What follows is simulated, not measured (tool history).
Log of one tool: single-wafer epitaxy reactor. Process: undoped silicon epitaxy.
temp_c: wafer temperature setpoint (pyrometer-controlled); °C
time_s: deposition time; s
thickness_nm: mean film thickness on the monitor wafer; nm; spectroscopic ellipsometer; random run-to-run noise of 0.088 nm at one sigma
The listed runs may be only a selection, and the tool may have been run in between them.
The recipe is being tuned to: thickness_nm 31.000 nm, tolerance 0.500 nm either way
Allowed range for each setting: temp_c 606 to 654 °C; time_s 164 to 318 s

run,hour,temp_c,time_s,thickness_nm
1,0.0,630,241,26.372
2,6.6,631,241,27.135
3,8.3,641,241,34.827
4,10.1,631,241,27.175
5,15.4,625,241,23.301
6,18.3,626,241,23.946
7,25.3,627,241,24.463
8,32.7,628,241,25.133
9,37.1,639,242,33.395
10,38.6,637,242,31.689

Which one of the following 4 next-run settings gets every result inside its allowed miss? There is exactly one.
A,40.1,638,230,?
B,40.1,639,236,?
C,40.1,636,250,?
D,40.1,633,269,?

move,thickness_nm
A,30.814
B,32.417
C,31.855
D,31.776
A: meets every target
B: the biggest miss grows against the last run
C: the biggest miss grows against the last run
D: the biggest miss grows against the last run
The right move is A.
